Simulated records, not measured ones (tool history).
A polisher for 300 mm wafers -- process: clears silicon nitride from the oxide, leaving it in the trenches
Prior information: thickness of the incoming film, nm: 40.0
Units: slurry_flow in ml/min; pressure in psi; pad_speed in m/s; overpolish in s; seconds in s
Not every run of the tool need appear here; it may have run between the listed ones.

{"run": 1, "day": 0.0, "slurry_flow": 320, "pressure": 1.6, "pad_speed": 0.8, "overpolish": 6, "seconds": 99.579}
{"run": 2, "day": 0.208, "slurry_flow": 320, "pressure": 1.4, "pad_speed": 0.78, "overpolish": 6, "seconds": 116.78}
{"run": 3, "day": 0.542, "slurry_flow": 320, "pressure": 1.4, "pad_speed": 0.86, "overpolish": 6, "seconds": 106.78}
{"run": 4, "day": 0.912, "slurry_flow": 350, "pressure": 1.4, "pad_speed": 0.86, "overpolish": 6, "seconds": 103.97}
{"run": 5, "day": 1.029, "slurry_flow": 350, "pressure": 1.3, "pad_speed": 0.84, "overpolish": 6, "seconds": 114.84}
{"run": 6, "day": 1.233, "slurry_flow": 350, "pressure": 1.3, "pad_speed": 0.84, "overpolish": 5, "seconds": 118.29}
{"run": 7, "day": 1.5, "slurry_flow": 350, "pressure": 1.2, "pad_speed": 0.84, "overpolish": 5, "seconds": 125.11}
{"run": 8, "day": 1.567, "slurry_flow": 350, "pressure": 1.1, "pad_speed": 0.84, "overpolish": 5, "seconds": 133.09}
{"run": 9, "day": 1.729, "slurry_flow": 350, "pressure": 1, "pad_speed": 0.84, "overpolish": 5, "seconds": 146.86}

Run 10, settings as shown, results not yet in. Your forecast:
{"run": 10, "day": 1.954, "slurry_flow": 350, "pressure": 0.9, "pad_speed": 0.84, "overpolish": 5, "seconds": "?"}

seconds: 164.02 s
